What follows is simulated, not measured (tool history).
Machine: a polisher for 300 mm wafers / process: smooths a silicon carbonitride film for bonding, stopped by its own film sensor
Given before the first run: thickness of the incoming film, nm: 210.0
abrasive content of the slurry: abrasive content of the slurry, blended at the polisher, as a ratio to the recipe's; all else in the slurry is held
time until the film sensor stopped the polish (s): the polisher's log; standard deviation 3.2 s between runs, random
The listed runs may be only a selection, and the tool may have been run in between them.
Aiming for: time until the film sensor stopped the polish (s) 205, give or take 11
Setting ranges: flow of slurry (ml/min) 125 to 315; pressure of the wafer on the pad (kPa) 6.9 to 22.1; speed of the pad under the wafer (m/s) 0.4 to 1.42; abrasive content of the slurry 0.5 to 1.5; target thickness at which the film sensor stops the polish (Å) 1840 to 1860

run,hour,flow of slurry (ml/min),pressure of the wafer on the pad (kPa),speed of the pad under the wafer (m/s),abrasive content of the slurry,target thickness at which the film sensor stops the polish (Å),time until the film sensor stopped the polish (s)
1,0,205,14.5,0.9,1,1840,98.271
2,3,205,14.5,1.02,1,1840,89.401
3,8.3,205,14.5,0.86,1,1840,99.804
4,11.7,205,13.1,0.82,1,1840,115.29
5,16.5,205,13.1,1.04,1,1840,97.159
6,18.6,205,15.9,1.04,1,1840,79.597
7,27.2,205,14.5,0.98,1,1840,91.389
8,30.2,205,13.1,0.94,1,1840,105.63
9,37.4,200,9,0.68,0.95,1840,189.33

Which single option among these 4 for the next run brings every result within its allowed miss of target? Just one does.
A,44.6,210,9,0.6,0.9,1850,?
B,44.6,210,9,0.62,1.15,1850,?
C,44.6,210,9.7,0.68,0.85,1850,?
D,44.6,220,10.3,0.7,0.8,1840,?

move,time until the film sensor stopped the polish (s)
A,201.76
B,172.59
C,179.66
D,177.81
A: hits every target within its allowed miss
B: lands further from the targets than the last run did
C: lands further from the targets than the last run did
D: lands further from the targets than the last run did
A meets every target.
